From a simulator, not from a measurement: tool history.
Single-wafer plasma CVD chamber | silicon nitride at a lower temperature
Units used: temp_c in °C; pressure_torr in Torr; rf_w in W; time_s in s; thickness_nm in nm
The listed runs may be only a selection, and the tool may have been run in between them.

run  hour  temp_c  pressure_torr  rf_w  time_s  thickness_nm
  1   0.0     365           1.07   395    28.8        36.421
  2   7.0     365           1.22   395    28.8        38.287
  3   8.3     365           1.14   390    28.8        36.882
  4  16.3     365           1.14   390    28.8        37.081
  5  19.4     365           1.08   385    28.8        36.124
  6  22.7     365           1.08   385    28.8        36.244
  7  28.6     365           1.03   380    28.8        34.915
  8  30.6     365           1.01   380    28.8        35.043

Predict the results of run 9:
  9  35.1     365           0.98   380    28.8             ?

Run 9 yielded thickness_nm 34.495 nm.
